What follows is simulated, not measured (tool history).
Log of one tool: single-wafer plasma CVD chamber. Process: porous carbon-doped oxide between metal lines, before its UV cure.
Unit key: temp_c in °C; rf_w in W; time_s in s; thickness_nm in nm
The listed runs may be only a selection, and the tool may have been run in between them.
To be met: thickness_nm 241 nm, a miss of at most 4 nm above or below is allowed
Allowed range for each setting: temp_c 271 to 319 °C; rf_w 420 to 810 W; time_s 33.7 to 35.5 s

run    day  temp_c  rf_w  time_s  thickness_nm
  1      0     295   615    35.5        216.17
  2  0.208     295   540    35.5        201.44
  3  0.308     295   540    35.5        200.22
  4  0.346     292   550    35.5        207.01
  5  0.712     290   555    35.5        212.72
  6  0.879     290   555    33.7        201.54
  7  0.988     288   565    33.7        205.65
  8  1.017     286   575    33.7        211.38
  9  1.242     284   580    33.7        215.44
 10  1.596     282   585    33.7        220.05
 11  1.617     281   590    33.7        221.56
 12  1.767     271   630    33.8        250.21
 13  2.112     272   630    33.8        246.76

Exercise: of the 4 proposed moves below, exactly one satisfies all targets within the stated allowed misses. Which move is it?
  A  2.458     276   595    33.7             ?
  B  2.458     272   565    33.9             ?
  C  2.458     273   580    33.7             ?
  D  2.458     272   590    34.4             ?

move  thickness_nm
   A        231.16
   B        231.82
   C        232.63
   D        241.72
A: takes the result that was furthest off past its target
B: takes the result that was furthest off past its target
C: takes the result that was furthest off past its target
D: every result within its allowed miss
D is the move that brings every result within its allowed miss.
